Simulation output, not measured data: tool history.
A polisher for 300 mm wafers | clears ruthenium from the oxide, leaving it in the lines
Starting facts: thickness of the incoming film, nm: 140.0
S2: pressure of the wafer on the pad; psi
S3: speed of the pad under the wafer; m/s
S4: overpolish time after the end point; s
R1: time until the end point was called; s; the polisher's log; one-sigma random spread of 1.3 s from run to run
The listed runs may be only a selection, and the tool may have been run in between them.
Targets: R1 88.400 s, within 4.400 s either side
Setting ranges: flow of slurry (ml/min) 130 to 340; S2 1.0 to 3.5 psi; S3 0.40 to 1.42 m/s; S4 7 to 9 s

run 1 hour=0.0 | flow_of_slurry_(ml/min)=220 S2=2.2 S3=0.90 S4=9 | R1=124.920
run 2 hour=1.7 | flow_of_slurry_(ml/min)=220 S2=2.4 S3=0.90 S4=9 | R1=121.690
run 3 hour=5.0 | flow_of_slurry_(ml/min)=220 S2=2.1 S3=0.90 S4=9 | R1=134.810
run 4 hour=9.7 | flow_of_slurry_(ml/min)=220 S2=2.1 S3=0.90 S4=9 | R1=136.540
run 5 hour=16.5 | flow_of_slurry_(ml/min)=220 S2=2.6 S3=0.90 S4=9 | R1=112.340
run 6 hour=19.8 | flow_of_slurry_(ml/min)=175 S2=2.6 S3=0.90 S4=9 | R1=117.320
run 7 hour=26.1 | flow_of_slurry_(ml/min)=185 S2=2.8 S3=0.90 S4=9 | R1=110.080
run 8 hour=34.2 | flow_of_slurry_(ml/min)=195 S2=3.0 S3=0.90 S4=9 | R1=104.090
run 9 hour=39.3 | flow_of_slurry_(ml/min)=195 S2=3.2 S3=0.90 S4=9 | R1=96.925
run 10 hour=40.9 | flow_of_slurry_(ml/min)=195 S2=3.3 S3=0.90 S4=9 | R1=94.445

Which of these 4 next moves meets every target?
run A hour=42.5 | flow_of_slurry_(ml/min)=225 S2=3.1 S3=1.12 S4=9 | R1=?
run B hour=42.5 | flow_of_slurry_(ml/min)=130 S2=3.3 S3=0.88 S4=8 | R1=?
run C hour=42.5 | flow_of_slurry_(ml/min)=145 S2=3.2 S3=0.92 S4=9 | R1=?
run D hour=42.5 | flow_of_slurry_(ml/min)=190 S2=3.4 S3=0.96 S4=9 | R1=?

move=A R1=78.075
move=B R1=103.400
move=C R1=99.123
move=D R1=85.916
A: moves the result that the last run missed by most past its target, out the other side
B: moves away from the targets compared with the last run
C: moves away from the targets compared with the last run
D: all results land within tolerance of their targets
D is the move that brings every result within its allowed miss.
